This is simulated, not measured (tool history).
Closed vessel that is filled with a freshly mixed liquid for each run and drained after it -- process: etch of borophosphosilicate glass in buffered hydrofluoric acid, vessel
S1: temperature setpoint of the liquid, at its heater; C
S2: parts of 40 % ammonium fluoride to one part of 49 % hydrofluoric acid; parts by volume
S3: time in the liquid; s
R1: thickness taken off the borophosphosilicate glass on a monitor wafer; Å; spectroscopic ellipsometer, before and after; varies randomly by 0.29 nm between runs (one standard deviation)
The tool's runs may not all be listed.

run  hour    S1    S2  S3      R1
  1   0.0  22.0  11.0  30  911.24
  2   2.2  21.0  11.5  30  826.43
  3   6.5  21.0  11.5  30  826.34
  4  15.6  20.0  12.0  30  751.44
  5  22.4  20.0   9.0  30  972.36
  6  25.1  19.5  10.0  30  869.14

What will run 7 give?
  7  33.2  19.0  11.0  30   ?

{"run 7": {"R1": 777.95}}
